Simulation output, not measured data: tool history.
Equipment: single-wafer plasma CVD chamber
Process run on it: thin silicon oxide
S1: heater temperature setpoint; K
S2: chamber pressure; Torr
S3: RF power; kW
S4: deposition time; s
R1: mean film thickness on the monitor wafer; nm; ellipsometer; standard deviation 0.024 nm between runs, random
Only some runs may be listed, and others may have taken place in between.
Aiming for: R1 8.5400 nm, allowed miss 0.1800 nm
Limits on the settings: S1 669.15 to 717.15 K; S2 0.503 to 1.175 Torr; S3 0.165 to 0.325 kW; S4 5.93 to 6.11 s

run 1 hour=0.0 | S1=693.15 S2=0.839 S3=0.245 S4=5.93 | R1=10.6920
run 2 hour=3.5 | S1=693.15 S2=0.792 S3=0.245 S4=5.93 | R1=10.0580
run 3 hour=6.3 | S1=693.15 S2=0.792 S3=0.270 S4=5.93 | R1=10.5420
run 4 hour=11.0 | S1=693.15 S2=0.792 S3=0.270 S4=6.11 | R1=10.8670
run 5 hour=19.9 | S1=693.15 S2=0.744 S3=0.270 S4=6.11 | R1=10.1510
run 6 hour=22.1 | S1=693.15 S2=0.744 S3=0.270 S4=5.93 | R1=9.9105
run 7 hour=30.9 | S1=693.15 S2=0.583 S3=0.265 S4=5.93 | R1=7.2274
run 8 hour=37.3 | S1=693.15 S2=0.605 S3=0.265 S4=5.93 | R1=7.5920
run 9 hour=44.5 | S1=693.15 S2=0.621 S3=0.265 S4=5.93 | R1=7.8427
run 10 hour=47.9 | S1=693.15 S2=0.633 S3=0.265 S4=5.93 | R1=8.0470
run 11 hour=55.7 | S1=693.15 S2=0.641 S3=0.265 S4=5.93 | R1=8.1254
run 12 hour=60.4 | S1=693.15 S2=0.648 S3=0.265 S4=5.93 | R1=8.2489
run 13 hour=69.1 | S1=693.15 S2=0.653 S3=0.265 S4=5.93 | R1=8.3560

Which single option among these 4 for the next run brings every result within its allowed miss of target? Just one does.
run A hour=77.8 | S1=682.15 S2=0.636 S3=0.255 S4=6.07 | R1=?
run B hour=77.8 | S1=697.15 S2=0.664 S3=0.240 S4=6.03 | R1=?
run C hour=77.8 | S1=684.15 S2=0.638 S3=0.290 S4=5.96 | R1=?
run D hour=77.8 | S1=689.15 S2=0.661 S3=0.235 S4=5.93 | R1=?

move=A R1=8.1651
move=B R1=8.2098
move=C R1=8.5365
move=D R1=7.9890
A: moves away from the targets compared with the last run
B: moves away from the targets compared with the last run
C: all results in spec
D: moves away from the targets compared with the last run
The right move is C.

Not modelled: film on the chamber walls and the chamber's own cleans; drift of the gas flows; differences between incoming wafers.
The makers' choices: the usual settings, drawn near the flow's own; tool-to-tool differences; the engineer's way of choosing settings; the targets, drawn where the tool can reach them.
